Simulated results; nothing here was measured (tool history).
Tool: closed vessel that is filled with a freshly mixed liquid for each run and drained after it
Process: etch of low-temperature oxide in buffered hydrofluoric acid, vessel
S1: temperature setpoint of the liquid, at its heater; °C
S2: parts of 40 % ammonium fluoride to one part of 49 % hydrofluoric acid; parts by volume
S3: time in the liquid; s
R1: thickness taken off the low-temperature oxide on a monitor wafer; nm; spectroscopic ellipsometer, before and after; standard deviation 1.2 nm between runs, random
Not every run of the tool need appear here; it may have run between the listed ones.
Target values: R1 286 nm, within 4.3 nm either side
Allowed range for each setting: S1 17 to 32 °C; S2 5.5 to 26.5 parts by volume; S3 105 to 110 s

run  hour    S1   S2   S3      R1
  1     0    24   16  105  236.99
  2   6.8    25   16  105  251.56
  3  14.3    25   13  105  307.14
  4  17.4    25   13  110  321.06
  5  21.2    25  8.5  110  470.89
  6    28  22.5    9  110  389.28
  7  28.5  20.5    9  110  349.04
  8  31.4  19.5    9  110  325.32
  9  35.5    19    9  110  320.03
 10  42.3  18.5    9  110  310.42

Which of these 4 next moves meets every target?
  A  49.1  18.5  9.5  105   ?
  B  49.1  17.5  7.5  105   ?
  C  49.1    18  8.5  110   ?
  D  49.1    17    7  105   ?

move      R1
   A   287.1
   B  342.03
   C  321.88
   D  358.15
A: all results in spec
B: misses by more than the last run did
C: misses by more than the last run did
D: misses by more than the last run did
The right move is A.
